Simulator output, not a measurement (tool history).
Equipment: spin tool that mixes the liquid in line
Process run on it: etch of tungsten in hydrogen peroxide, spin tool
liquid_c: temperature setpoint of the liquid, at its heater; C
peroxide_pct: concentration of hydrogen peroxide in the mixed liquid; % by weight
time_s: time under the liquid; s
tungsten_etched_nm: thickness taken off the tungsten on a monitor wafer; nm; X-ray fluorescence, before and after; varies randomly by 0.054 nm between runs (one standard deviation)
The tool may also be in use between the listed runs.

Run 1, day 0.000: liquid_c 47.0 C, peroxide_pct 17.5 % by weight, time_s 15 s. Result: tungsten_etched_nm 11.1680 nm.
Run 2, day 0.192: liquid_c 47.0 C, peroxide_pct 19.5 % by weight, time_s 15 s. Result: tungsten_etched_nm 11.9110 nm.
Run 3, day 0.304: liquid_c 47.0 C, peroxide_pct 19.5 % by weight, time_s 15 s. Result: tungsten_etched_nm 11.8630 nm.
Run 4, day 0.412: liquid_c 46.0 C, peroxide_pct 19.5 % by weight, time_s 15 s. Result: tungsten_etched_nm 11.2010 nm.
Run 5, day 0.617: liquid_c 46.0 C, peroxide_pct 19.5 % by weight, time_s 15 s. Result: tungsten_etched_nm 11.2390 nm.
Run 6, day 0.904: liquid_c 39.0 C, peroxide_pct 19.5 % by weight, time_s 15 s. Result: tungsten_etched_nm 7.1729 nm.
Run 7, day 1.171: liquid_c 39.5 C, peroxide_pct 19.5 % by weight, time_s 15 s. Result: tungsten_etched_nm 7.4012 nm.

Forecast run 8:
Run 8, day 1.338: liquid_c 40.0 C, peroxide_pct 19.5 % by weight, time_s 15 s. Result: tungsten_etched_nm ?.

{"run 8": {"tungsten_etched_nm": 7.6306}}
